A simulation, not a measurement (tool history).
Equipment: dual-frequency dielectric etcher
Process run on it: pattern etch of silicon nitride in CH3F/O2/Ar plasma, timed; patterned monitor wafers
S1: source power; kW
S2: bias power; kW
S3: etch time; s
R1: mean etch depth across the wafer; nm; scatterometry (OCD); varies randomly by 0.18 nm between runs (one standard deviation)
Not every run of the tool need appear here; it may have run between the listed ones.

{"run": 1, "hour": 0.0, "S1": 0.36, "S2": 0.079, "S3": 94.5, "R1": 64.335}
{"run": 2, "hour": 2.4, "S1": 0.39, "S2": 0.081, "S3": 94.5, "R1": 66.734}
{"run": 3, "hour": 7.9, "S1": 0.39, "S2": 0.075, "S3": 94.5, "R1": 64.979}
{"run": 4, "hour": 9.2, "S1": 0.43, "S2": 0.075, "S3": 94.5, "R1": 66.925}
{"run": 5, "hour": 10.3, "S1": 0.46, "S2": 0.075, "S3": 94.5, "R1": 68.052}
{"run": 6, "hour": 12.5, "S1": 0.46, "S2": 0.075, "S3": 94.5, "R1": 68.186}

Run 7 comes next. What will it give?
{"run": 7, "hour": 15.0, "S1": 0.47, "S2": 0.078, "S3": 95.0, "R1": "?"}

Run 7 came out at R1 69.748 nm.
